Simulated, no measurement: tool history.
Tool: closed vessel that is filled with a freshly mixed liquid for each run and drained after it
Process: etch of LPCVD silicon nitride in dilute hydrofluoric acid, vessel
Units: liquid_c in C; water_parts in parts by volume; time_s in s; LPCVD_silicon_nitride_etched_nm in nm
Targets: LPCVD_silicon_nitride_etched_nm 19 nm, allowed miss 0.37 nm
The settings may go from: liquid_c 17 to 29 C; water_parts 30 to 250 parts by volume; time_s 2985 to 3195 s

run  hour  liquid_c  water_parts  time_s  LPCVD_silicon_nitride_etched_nm
  1     0        21          140    2985                           7.8951
  2   7.5        21          115    2985                           9.7369
  3  16.4        21          150    2985                           7.4998
  4  18.3        21          130    2985                           8.6359
  5  25.9        23          120    2985                           10.613
  6  27.6      24.5          115    2985                            12.15
  7    37      25.5          110    2985                           13.642
  8  44.9      26.5          105    2985                           15.188

5 next moves are on the table. One of them brings every result within its allowed miss. Which?
  A  52.8      27.5          100    3140                                ?
  B  52.8        29          105    3155                                ?
  C  52.8        28           95    3195                                ?
  D  52.8        27           95    3055                                ?
  E  52.8        29          105    3055                                ?

move  LPCVD_silicon_nitride_etched_nm
   A                           17.807
   B                           18.745
   C                           19.691
   D                           17.657
   E                           18.151
A: nearer than the last run, and not there yet
B: meets every target
C: takes the result that was furthest off past its target
D: nearer than the last run, and not there yet
E: nearer than the last run, and not there yet
Answer: B
